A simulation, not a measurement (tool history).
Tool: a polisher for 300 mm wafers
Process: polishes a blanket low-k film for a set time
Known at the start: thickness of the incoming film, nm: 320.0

run  hour  flow of slurry (ml/min)  pressure of the wafer on the pad (kPa)  speed of the pad under the wafer (cm/s)  abrasive content of the slurry  polishing time (s)  film removed (Å)
  1   0.0                      135                                    14.5                                       84                             1.0                  92            340.71
  2   1.7                      135                                    16.5                                       84                             1.0                  92            386.20
  3   6.8                      125                                    13.8                                       84                             1.0                  92            318.35
  4   9.1                      125                                    13.8                                       98                             1.0                  92            358.47
  5  10.6                      125                                    13.8                                       98                             1.0                  92            358.13
  6  17.0                      125                                    13.8                                       88                             1.0                  92            327.60
  7  20.0                      115                                    12.4                                       88                             1.0                  92            292.23

Run 8 comes next. What will it give?
  8  25.7                      105                                    11.0                                       88                             1.0                  92                 ?

{"run 8": {"film removed (Å)": 257.35}}

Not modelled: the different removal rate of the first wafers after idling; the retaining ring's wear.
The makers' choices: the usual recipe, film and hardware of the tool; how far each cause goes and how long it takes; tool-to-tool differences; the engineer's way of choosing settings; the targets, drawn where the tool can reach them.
